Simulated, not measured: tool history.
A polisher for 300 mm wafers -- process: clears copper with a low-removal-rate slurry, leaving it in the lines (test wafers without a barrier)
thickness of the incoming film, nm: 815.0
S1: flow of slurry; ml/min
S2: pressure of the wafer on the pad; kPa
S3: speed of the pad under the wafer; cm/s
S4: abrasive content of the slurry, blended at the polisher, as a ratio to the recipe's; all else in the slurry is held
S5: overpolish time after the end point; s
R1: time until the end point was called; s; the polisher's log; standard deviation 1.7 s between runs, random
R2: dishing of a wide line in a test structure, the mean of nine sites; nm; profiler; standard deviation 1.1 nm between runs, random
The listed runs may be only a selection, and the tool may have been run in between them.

run 1 hour=0 | S1=150 S2=27.6 S3=140 S4=1 S5=24 | R1=137.55 R2=73.573
run 2 hour=8.7 | S1=150 S2=26.9 S3=140 S4=1 S5=23 | R1=142.96 R2=70.231
run 3 hour=15.3 | S1=150 S2=29.6 S3=140 S4=1 S5=23 | R1=129.08 R2=74.992
run 4 hour=19 | S1=150 S2=29.6 S3=170 S4=1 S5=23 | R1=106.81 R2=80.797
run 5 hour=21.1 | S1=150 S2=29.6 S3=170 S4=1 S5=15 | R1=106.94 R2=61.215
run 6 hour=29.7 | S1=150 S2=28.3 S3=170 S4=1 S5=15 | R1=112.87 R2=62.734
run 7 hour=38.4 | S1=150 S2=26.9 S3=170 S4=1 S5=14 | R1=119.36 R2=53.587
run 8 hour=44.1 | S1=150 S2=26.2 S3=170 S4=1 S5=15 | R1=120.56 R2=57.542

What does the tool deliver on the next run?
-- hour=48.5 head pressure recalibrated
run 9 hour=48.5 | S1=150 S2=24.8 S3=170 S4=1 S5=15 | R1=? R2=?

Run 9 measured R1 115.98 s, R2 60.618 nm.

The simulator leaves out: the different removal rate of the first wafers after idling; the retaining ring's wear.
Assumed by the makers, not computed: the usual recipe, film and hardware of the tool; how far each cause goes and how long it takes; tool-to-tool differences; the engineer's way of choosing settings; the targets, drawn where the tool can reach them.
